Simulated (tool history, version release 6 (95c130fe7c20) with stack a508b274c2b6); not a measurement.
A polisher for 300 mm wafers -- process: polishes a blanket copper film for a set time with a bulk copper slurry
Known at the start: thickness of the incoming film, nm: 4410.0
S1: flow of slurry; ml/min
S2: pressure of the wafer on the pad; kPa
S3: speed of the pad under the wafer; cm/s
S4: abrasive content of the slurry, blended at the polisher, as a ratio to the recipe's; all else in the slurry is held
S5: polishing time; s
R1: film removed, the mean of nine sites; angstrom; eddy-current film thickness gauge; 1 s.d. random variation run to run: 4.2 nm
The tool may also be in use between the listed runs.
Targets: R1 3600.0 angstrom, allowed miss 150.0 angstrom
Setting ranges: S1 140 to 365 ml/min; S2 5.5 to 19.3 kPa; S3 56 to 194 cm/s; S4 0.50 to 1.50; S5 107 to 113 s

| run | hour | S1 | S2 | S3 | S4 | S5 | R1 |
|---|---|---|---|---|---|---|---|
| 1 | 0.0 | 235 | 12.4 | 124 | 1.00 | 107 | 6813.5 |
| 2 | 6.8 | 235 | 12.4 | 100 | 1.00 | 107 | 5485.7 |
| 3 | 12.1 | 235 | 11.0 | 98 | 1.00 | 107 | 4873.4 |
| 4 | 16.9 | 235 | 9.7 | 98 | 1.00 | 107 | 4500.3 |
| 5 | 25.5 | 235 | 9.7 | 114 | 1.00 | 107 | 5306.4 |
| 6 | 34.3 | 235 | 9.7 | 88 | 1.00 | 107 | 4009.1 |
| 7 | 43.1 | 235 | 9.7 | 88 | 1.00 | 107 | 3954.0 |
| 8 | 50.4 | 235 | 9.0 | 88 | 1.00 | 107 | 3790.1 |

Of the 5 settings listed for the next run, only one would bring every result within its allowed miss of target. Which one?
| A | 57.7 | 210 | 6.9 | 102 | 0.75 | 113 | ? |
| B | 57.7 | 255 | 7.6 | 100 | 1.10 | 107 | ? |
| C | 57.7 | 235 | 8.3 | 102 | 0.65 | 111 | ? |
| D | 57.7 | 285 | 11.7 | 84 | 0.60 | 107 | ? |
| E | 57.7 | 230 | 10.3 | 84 | 0.95 | 107 | ? |

| move | R1 |
|---|---|
| A | 3593.5 |
| B | 3962.5 |
| C | 3939.3 |
| D | 4097.0 |
| E | 4006.4 |
A: every result within its allowed miss
B: further off than the last run
C: further off than the last run
D: further off than the last run
E: further off than the last run
So the answer is move A, the one that meets all the targets.

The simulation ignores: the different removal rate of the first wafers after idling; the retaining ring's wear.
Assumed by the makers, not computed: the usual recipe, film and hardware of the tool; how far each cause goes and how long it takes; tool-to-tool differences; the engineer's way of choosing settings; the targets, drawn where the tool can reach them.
